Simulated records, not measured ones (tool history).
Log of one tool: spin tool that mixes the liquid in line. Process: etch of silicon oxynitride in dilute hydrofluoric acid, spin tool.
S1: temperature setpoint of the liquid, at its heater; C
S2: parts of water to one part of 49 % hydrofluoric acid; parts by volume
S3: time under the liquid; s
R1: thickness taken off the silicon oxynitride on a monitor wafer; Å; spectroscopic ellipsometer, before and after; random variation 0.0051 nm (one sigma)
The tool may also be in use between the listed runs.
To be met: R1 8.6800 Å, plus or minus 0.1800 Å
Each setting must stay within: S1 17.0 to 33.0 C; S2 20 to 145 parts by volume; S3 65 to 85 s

run 1 hour=0.0 | S1=25.0 S2=80 S3=85 | R1=18.8290
run 2 hour=3.3 | S1=27.5 S2=80 S3=85 | R1=21.0810
run 3 hour=4.6 | S1=27.5 S2=100 S3=85 | R1=16.4190
run 4 hour=5.6 | S1=27.5 S2=80 S3=85 | R1=20.9780
run 5 hour=7.0 | S1=24.5 S2=80 S3=85 | R1=18.3810
run 6 hour=11.5 | S1=24.5 S2=95 S3=85 | R1=15.2880
run 7 hour=12.9 | S1=22.5 S2=100 S3=85 | R1=13.1880
run 8 hour=20.8 | S1=22.5 S2=100 S3=85 | R1=13.2150
run 9 hour=29.3 | S1=21.0 S2=105 S3=85 | R1=11.5730
run 10 hour=38.2 | S1=21.0 S2=105 S3=85 | R1=11.5400
run 11 hour=46.2 | S1=20.0 S2=105 S3=85 | R1=11.0180
run 12 hour=53.8 | S1=19.0 S2=105 S3=85 | R1=10.5010
run 13 hour=56.1 | S1=18.5 S2=105 S3=85 | R1=10.2430

Below are 5 possible settings for the next run. Only one of them brings all results inside the allowed miss of their targets. Which is it?
run A hour=58.4 | S1=20.0 S2=95 S3=80 | R1=?
run B hour=58.4 | S1=19.5 S2=115 S3=70 | R1=?
run C hour=58.4 | S1=17.0 S2=105 S3=85 | R1=?
run D hour=58.4 | S1=21.5 S2=100 S3=85 | R1=?
run E hour=58.4 | S1=18.5 S2=115 S3=80 | R1=?

move=A R1=11.4690
move=B R1=7.9752
move=C R1=9.4372
move=D R1=12.4070
move=E R1=8.6790
A: moves away from the targets compared with the last run
B: carries the result that was furthest off beyond its target, to the other side
C: an improvement on the last run, though not all results are within tolerance
D: moves away from the targets compared with the last run
E: in spec on every target
Move E is the one to make.
